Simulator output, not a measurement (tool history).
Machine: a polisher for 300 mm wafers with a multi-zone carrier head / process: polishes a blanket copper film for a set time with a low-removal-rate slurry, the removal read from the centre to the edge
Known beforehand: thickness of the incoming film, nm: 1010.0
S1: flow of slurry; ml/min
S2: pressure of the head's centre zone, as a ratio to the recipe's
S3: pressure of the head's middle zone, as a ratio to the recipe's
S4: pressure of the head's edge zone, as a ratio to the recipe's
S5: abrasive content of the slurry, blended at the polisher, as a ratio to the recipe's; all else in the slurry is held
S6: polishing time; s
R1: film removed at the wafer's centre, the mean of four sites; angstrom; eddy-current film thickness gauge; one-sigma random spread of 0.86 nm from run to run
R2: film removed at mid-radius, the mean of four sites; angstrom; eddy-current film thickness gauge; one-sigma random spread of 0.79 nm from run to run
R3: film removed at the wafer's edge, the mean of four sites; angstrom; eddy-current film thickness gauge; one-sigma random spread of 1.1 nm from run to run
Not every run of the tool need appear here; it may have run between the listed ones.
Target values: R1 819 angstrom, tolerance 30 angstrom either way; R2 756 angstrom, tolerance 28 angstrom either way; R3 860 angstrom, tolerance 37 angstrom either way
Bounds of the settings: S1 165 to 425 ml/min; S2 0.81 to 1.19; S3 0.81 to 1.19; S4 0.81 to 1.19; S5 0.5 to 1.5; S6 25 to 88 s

| run | day | S1 | S2 | S3 | S4 | S5 | S6 | R1 | R2 | R3 |
|---|---|---|---|---|---|---|---|---|---|---|
| 1 | 0 | 275 | 1 | 1 | 1 | 1 | 56 | 1273.8 | 1277.5 | 1219.2 |
| 2 | 0.283 | 270 | 0.99 | 0.98 | 1 | 0.95 | 54 | 1195.5 | 1174.1 | 1163.9 |
| 3 | 0.504 | 270 | 0.98 | 0.96 | 0.99 | 0.9 | 53 | 1143.6 | 1128.3 | 1134.6 |
| 4 | 0.558 | 270 | 0.98 | 0.94 | 0.98 | 0.85 | 52 | 1094.4 | 1033.7 | 1095.6 |
| 5 | 0.8 | 205 | 0.98 | 0.94 | 0.98 | 0.85 | 52 | 1063.1 | 1026.3 | 1083.4 |
| 6 | 1.162 | 205 | 0.98 | 0.94 | 0.91 | 0.85 | 52 | 1068.6 | 1016.6 | 1011.7 |
| 7 | 1.288 | 205 | 0.97 | 0.93 | 0.9 | 0.8 | 52 | 1001.6 | 973.95 | 1013.8 |
| 8 | 1.367 | 220 | 1.02 | 0.88 | 0.87 | 0.55 | 43 | 805.77 | 707.79 | 725.61 |
| 9 | 1.471 | 220 | 1.01 | 0.88 | 0.89 | 0.55 | 43 | 805.55 | 704.11 | 715.64 |
| 10 | 1.696 | 215 | 1 | 0.88 | 0.91 | 0.6 | 43 | 805.49 | 723.75 | 754.14 |
| 11 | 2.033 | 215 | 1 | 0.88 | 0.93 | 0.6 | 43 | 813.62 | 721.59 | 768.24 |
| 12 | 2.379 | 225 | 0.95 | 0.91 | 1.03 | 0.75 | 43 | 834.64 | 786.68 | 859.39 |
| 13 | 2.408 | 220 | 0.94 | 0.89 | 1.03 | 0.75 | 43 | 816.68 | 788.26 | 872.53 |

Consider the 4 candidate settings below. Which is the only one whose results all fall within their allowed miss of target?
| A | 2.438 | 245 | 1.01 | 0.95 | 1.03 | 0.9 | 37 | ? | ? | ? |
| B | 2.438 | 225 | 0.96 | 0.96 | 1.03 | 0.7 | 39 | ? | ? | ? |
| C | 2.438 | 180 | 0.93 | 1.04 | 1.05 | 0.8 | 39 | ? | ? | ? |
| D | 2.438 | 290 | 0.97 | 0.89 | 1.1 | 0.85 | 39 | ? | ? | ? |

| move | R1 | R2 | R3 |
|---|---|---|---|
| A | 802.11 | 758.32 | 807.66 |
| B | 737.44 | 741.38 | 784.66 |
| C | 713.77 | 795.88 | 801.38 |
| D | 816.03 | 759.76 | 879.18 |
A: puts the biggest miss on target and leaves a different result outside tolerance
B: puts the biggest miss on target and leaves a different result outside tolerance
C: further off than the last run
D: all results land within tolerance of their targets
The move that meets every target is D.
